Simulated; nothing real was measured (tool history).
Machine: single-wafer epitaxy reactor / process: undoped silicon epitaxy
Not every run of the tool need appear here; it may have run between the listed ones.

run	hour	wafer temperature setpoint (pyrometer-controlled) (K)	deposition time (s)	mean film thickness on the monitor wafer (nm)
1	0	898.15	466	49.48
2	9	898.15	412	43.708
3	12.4	901.15	412	46.607
4	15.5	901.15	353	39.616
5	20.2	908.15	353	45.979
6	24.9	911.15	353	48.432

The next listed run, before its measurement:
7	33.3	913.15	353	?

{"run 7": {"mean film thickness on the monitor wafer (nm)": 50.346}}
